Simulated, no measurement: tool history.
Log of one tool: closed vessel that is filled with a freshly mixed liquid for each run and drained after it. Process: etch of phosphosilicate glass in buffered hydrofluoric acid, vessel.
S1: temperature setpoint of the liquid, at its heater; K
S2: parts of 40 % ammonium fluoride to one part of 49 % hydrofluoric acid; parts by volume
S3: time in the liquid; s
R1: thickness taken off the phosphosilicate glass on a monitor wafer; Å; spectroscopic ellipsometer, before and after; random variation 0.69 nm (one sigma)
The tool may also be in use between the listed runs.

run,hour,S1,S2,S3,R1
1,0.0,293.15,22.0,30,992.67
2,1.6,295.15,21.5,30,1131.10
3,7.7,295.15,21.5,30,1133.20
4,10.3,298.65,21.5,30,1380.40
5,15.8,296.15,21.5,30,1194.80
6,23.4,296.15,21.5,30,1200.40
7,26.5,297.15,21.0,30,1282.00
# hour 34.1: hydrofluoric acid flow meter replaced
8,34.1,298.15,20.5,30,1488.80
9,43.2,298.15,20.5,30,1487.50
10,51.9,298.65,20.5,30,1541.80

Forecast run 11:
11,59.5,298.65,20.5,30,?

Run 11 gave R1 1532.80 Å.

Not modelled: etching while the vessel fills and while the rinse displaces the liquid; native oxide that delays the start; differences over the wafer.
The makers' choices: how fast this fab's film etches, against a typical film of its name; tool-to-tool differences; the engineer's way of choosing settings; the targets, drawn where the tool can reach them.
